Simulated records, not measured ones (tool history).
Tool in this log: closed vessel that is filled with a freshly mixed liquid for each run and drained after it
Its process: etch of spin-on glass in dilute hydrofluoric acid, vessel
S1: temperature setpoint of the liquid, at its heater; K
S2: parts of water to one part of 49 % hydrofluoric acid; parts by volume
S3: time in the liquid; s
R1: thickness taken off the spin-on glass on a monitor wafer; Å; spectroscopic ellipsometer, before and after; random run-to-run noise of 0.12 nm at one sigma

| run | day | S1 | S2 | S3 | R1 |
|---|---|---|---|---|---|
| 1 | 0.000 | 299.15 | 120 | 50 | 216.20 |
| 2 | 0.167 | 299.15 | 150 | 50 | 167.07 |
| 3 | 0.225 | 298.65 | 150 | 50 | 165.85 |
| 4 | 0.429 | 298.65 | 150 | 50 | 163.66 |
|  | 0.596 | hydrofluoric acid flow meter replaced |
| 5 | 0.596 | 297.15 | 150 | 50 | 142.22 |
| 6 | 0.733 | 297.15 | 150 | 35 | 101.02 |
| 7 | 0.925 | 298.15 | 150 | 35 | 103.80 |
| 8 | 1.050 | 299.65 | 150 | 35 | 110.54 |

For run 9, what comes out?
| 9 | 1.242 | 301.15 | 145 | 35 | ? |

R1: 120.71 Å
